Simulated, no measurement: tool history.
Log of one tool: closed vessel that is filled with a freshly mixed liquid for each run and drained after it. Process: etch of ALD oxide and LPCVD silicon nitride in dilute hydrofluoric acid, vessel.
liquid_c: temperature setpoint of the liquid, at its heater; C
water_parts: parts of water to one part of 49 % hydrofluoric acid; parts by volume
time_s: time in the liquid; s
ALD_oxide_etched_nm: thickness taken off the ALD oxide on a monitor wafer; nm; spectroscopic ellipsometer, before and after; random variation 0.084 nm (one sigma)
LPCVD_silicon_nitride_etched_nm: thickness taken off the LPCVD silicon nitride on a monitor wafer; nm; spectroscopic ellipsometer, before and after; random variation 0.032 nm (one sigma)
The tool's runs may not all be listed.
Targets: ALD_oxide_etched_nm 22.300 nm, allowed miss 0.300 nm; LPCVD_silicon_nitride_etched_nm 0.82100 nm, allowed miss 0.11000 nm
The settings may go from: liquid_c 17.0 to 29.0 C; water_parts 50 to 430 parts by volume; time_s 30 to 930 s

run	day	liquid_c	water_parts	time_s	ALD_oxide_etched_nm	LPCVD_silicon_nitride_etched_nm
1	0.000	21.0	240	475	23.444	0.73257
2	0.262	21.0	245	475	22.694	0.70037
3	0.500	22.0	245	475	23.762	0.77647
4	0.775	25.5	245	475	26.897	1.00430
5	0.888	25.5	180	475	39.667	1.28900
# day 1.158: hydrofluoric acid flow meter replaced
6	1.158	25.5	180	385	37.515	1.30350
7	1.183	24.0	195	380	31.707	1.05890
8	1.333	23.0	205	380	28.589	0.94574
9	1.479	23.0	205	380	28.928	0.97191
10	1.796	22.0	210	370	26.078	0.78652
11	1.971	22.0	220	380	25.290	0.77868

Which of these 5 next moves meets every target?
A	2.146	22.0	215	310	?	?
B	2.146	17.0	145	325	?	?
C	2.146	19.0	175	385	?	?
D	2.146	24.5	310	470	?	?
E	2.146	19.5	130	260	?	?

move	ALD_oxide_etched_nm	LPCVD_silicon_nitride_etched_nm
A	21.288	0.70012
B	29.148	0.77189
C	30.115	0.87312
D	22.282	0.86460
E	29.243	0.81387
A: takes the result that was furthest off past its target
B: further off than the last run
C: further off than the last run
D: meets every target
E: further off than the last run
Answer: D

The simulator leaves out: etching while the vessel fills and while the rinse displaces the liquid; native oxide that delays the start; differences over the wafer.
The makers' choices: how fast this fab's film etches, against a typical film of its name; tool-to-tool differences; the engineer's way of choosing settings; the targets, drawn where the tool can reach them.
